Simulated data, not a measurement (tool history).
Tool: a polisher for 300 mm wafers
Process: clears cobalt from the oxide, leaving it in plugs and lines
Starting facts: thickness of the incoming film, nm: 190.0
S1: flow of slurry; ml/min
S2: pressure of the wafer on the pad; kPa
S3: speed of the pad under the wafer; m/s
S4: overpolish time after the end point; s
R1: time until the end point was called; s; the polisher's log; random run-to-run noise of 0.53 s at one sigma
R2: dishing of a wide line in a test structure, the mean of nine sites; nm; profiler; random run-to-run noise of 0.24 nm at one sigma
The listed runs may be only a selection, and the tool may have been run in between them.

Run 1, hour 0.0: S1 190 ml/min, S2 9.7 kPa, S3 0.80 m/s, S4 9 s. Result: R1 63.640 s, R2 19.326 nm.
Run 2, hour 7.3: S1 195 ml/min, S2 10.3 kPa, S3 0.80 m/s, S4 8 s. Result: R1 59.278 s, R2 18.185 nm.
Run 3, hour 14.1: S1 195 ml/min, S2 11.0 kPa, S3 0.80 m/s, S4 8 s. Result: R1 54.986 s, R2 19.090 nm.
Run 4, hour 20.5: S1 195 ml/min, S2 11.0 kPa, S3 0.88 m/s, S4 8 s. Result: R1 50.492 s, R2 20.741 nm.
Run 5, hour 26.2: S1 195 ml/min, S2 11.0 kPa, S3 0.88 m/s, S4 9 s. Result: R1 49.255 s, R2 22.816 nm.
At hour 28.5: worn pad replaced by a new one.
Run 6, hour 28.5: S1 195 ml/min, S2 11.7 kPa, S3 0.88 m/s, S4 9 s. Result: R1 43.690 s, R2 24.842 nm.

The next listed run, before its measurement:
Run 7, hour 32.7: S1 195 ml/min, S2 12.4 kPa, S3 0.88 m/s, S4 8 s. Result: R1 ?, R2 ?.

Run 7 produced R1 41.467 s, R2 24.184 nm.

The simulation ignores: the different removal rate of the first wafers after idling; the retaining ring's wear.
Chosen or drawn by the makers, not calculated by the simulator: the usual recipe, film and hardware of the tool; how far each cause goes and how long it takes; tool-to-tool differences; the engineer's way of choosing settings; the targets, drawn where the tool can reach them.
